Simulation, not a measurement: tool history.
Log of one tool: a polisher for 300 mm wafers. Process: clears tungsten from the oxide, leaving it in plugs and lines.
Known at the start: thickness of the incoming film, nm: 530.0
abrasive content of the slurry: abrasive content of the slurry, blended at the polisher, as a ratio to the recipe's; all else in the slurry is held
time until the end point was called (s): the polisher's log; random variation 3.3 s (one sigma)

run	hour	flow of slurry (ml/min)	pressure of the wafer on the pad (kPa)	speed of the pad under the wafer (cm/s)	abrasive content of the slurry	overpolish time after the end point (s)	time until the end point was called (s)
1	0.0	145	21.4	116	1.0	3	132.81
2	4.1	145	21.4	116	0.8	3	142.20
3	9.1	145	21.4	116	0.8	3	143.64
4	17.8	140	18.6	112	0.8	3	167.94
5	25.0	140	16.5	108	0.8	3	192.02
6	28.1	140	16.5	82	0.8	3	246.33

The next listed run, before its measurement:
7	29.4	140	15.9	82	0.8	3	?

time until the end point was called (s): 259.17

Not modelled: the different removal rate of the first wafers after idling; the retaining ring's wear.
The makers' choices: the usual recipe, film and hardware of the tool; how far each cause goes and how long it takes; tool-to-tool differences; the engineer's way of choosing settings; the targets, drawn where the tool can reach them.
